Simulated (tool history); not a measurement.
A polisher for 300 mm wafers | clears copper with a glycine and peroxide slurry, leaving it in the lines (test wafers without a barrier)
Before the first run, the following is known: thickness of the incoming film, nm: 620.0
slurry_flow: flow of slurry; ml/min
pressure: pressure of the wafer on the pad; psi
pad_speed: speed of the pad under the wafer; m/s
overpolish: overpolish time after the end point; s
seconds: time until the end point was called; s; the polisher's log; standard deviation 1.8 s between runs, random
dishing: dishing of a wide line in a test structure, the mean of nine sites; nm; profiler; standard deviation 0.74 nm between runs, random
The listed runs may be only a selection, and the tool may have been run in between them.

run 1 hour=0.0 | slurry_flow=185 pressure=2.4 pad_speed=1.14 overpolish=16 | seconds=126.48 dishing=49.432
run 2 hour=6.6 | slurry_flow=185 pressure=2.4 pad_speed=1.14 overpolish=9 | seconds=124.32 dishing=30.553
run 3 hour=13.3 | slurry_flow=185 pressure=2.4 pad_speed=1.14 overpolish=14 | seconds=126.78 dishing=43.523
run 4 hour=15.6 | slurry_flow=185 pressure=2.4 pad_speed=1.42 overpolish=14 | seconds=108.83 dishing=51.248
run 5 hour=17.9 | slurry_flow=185 pressure=2.2 pad_speed=1.42 overpolish=14 | seconds=120.54 dishing=47.727
run 6 hour=22.1 | slurry_flow=180 pressure=2.0 pad_speed=1.44 overpolish=15 | seconds=125.62 dishing=47.966

What does the tool deliver on the next run?
run 7 hour=27.4 | slurry_flow=180 pressure=1.8 pad_speed=1.44 overpolish=16 | seconds=? dishing=?

Run 7 came out at seconds 137.37 s, dishing 47.210 nm.
